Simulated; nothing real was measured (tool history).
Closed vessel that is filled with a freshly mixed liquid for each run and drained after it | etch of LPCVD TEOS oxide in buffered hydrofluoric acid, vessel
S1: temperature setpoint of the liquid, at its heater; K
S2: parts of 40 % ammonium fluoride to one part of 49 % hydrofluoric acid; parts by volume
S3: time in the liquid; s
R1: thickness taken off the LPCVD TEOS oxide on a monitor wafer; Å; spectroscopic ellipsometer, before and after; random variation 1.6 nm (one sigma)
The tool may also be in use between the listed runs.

run 1 day=0 | S1=295.15 S2=17 S3=100 | R1=1521.7
run 2 day=0.075 | S1=297.65 S2=16.5 S3=100 | R1=1797.4
run 3 day=0.183 | S1=297.65 S2=19 S3=100 | R1=1561.6
run 4 day=0.346 | S1=299.15 S2=18 S3=100 | R1=1789
run 5 day=0.429 | S1=300.15 S2=17.5 S3=100 | R1=1950
run 6 day=0.679 | S1=301.15 S2=17 S3=100 | R1=2101.2
run 7 day=0.908 | S1=301.65 S2=16.5 S3=100 | R1=2205
run 8 day=1.158 | S1=302.15 S2=16.5 S3=100 | R1=2298.6

Forecast run 9:
run 9 day=1.246 | S1=302.65 S2=16.5 S3=100 | R1=?

{"run 9": {"R1": 2365.5}}
